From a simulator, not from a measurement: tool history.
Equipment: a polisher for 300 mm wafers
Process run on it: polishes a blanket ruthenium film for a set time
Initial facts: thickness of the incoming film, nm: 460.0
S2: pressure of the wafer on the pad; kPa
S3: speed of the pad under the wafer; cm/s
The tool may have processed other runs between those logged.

run 1 hour=0 | flow_of_slurry_(ml/min)=170 S2=14.5 S3=100 polishing_time_(s)=117 | film_removed_(angstrom)=1526.7
run 2 hour=7 | flow_of_slurry_(ml/min)=175 S2=15.9 S3=100 polishing_time_(s)=117 | film_removed_(angstrom)=1685.6
run 3 hour=9.3 | flow_of_slurry_(ml/min)=175 S2=15.9 S3=86 polishing_time_(s)=117 | film_removed_(angstrom)=1440.4
run 4 hour=15.1 | flow_of_slurry_(ml/min)=175 S2=12.4 S3=86 polishing_time_(s)=117 | film_removed_(angstrom)=1131.5
run 5 hour=19.3 | flow_of_slurry_(ml/min)=175 S2=12.4 S3=66 polishing_time_(s)=117 | film_removed_(angstrom)=901.57
run 6 hour=21.2 | flow_of_slurry_(ml/min)=195 S2=12.4 S3=66 polishing_time_(s)=117 | film_removed_(angstrom)=912.93
run 7 hour=22.6 | flow_of_slurry_(ml/min)=205 S2=16.5 S3=90 polishing_time_(s)=118 | film_removed_(angstrom)=1604.4
run 8 hour=29.5 | flow_of_slurry_(ml/min)=205 S2=17.9 S3=90 polishing_time_(s)=118 | film_removed_(angstrom)=1746.3
run 9 hour=31.4 | flow_of_slurry_(ml/min)=205 S2=18.6 S3=90 polishing_time_(s)=118 | film_removed_(angstrom)=1792.1
run 10 hour=33.9 | flow_of_slurry_(ml/min)=205 S2=19.3 S3=90 polishing_time_(s)=118 | film_removed_(angstrom)=1879.2
run 11 hour=39.2 | flow_of_slurry_(ml/min)=205 S2=20 S3=90 polishing_time_(s)=118 | film_removed_(angstrom)=1955.9
run 12 hour=47.1 | flow_of_slurry_(ml/min)=205 S2=20.7 S3=90 polishing_time_(s)=118 | film_removed_(angstrom)=1985

The next listed run, before its measurement:
run 13 hour=55.2 | flow_of_slurry_(ml/min)=210 S2=21.4 S3=90 polishing_time_(s)=118 | film_removed_(angstrom)=?

{"run 13": {"film removed (angstrom)": 2064.7}}

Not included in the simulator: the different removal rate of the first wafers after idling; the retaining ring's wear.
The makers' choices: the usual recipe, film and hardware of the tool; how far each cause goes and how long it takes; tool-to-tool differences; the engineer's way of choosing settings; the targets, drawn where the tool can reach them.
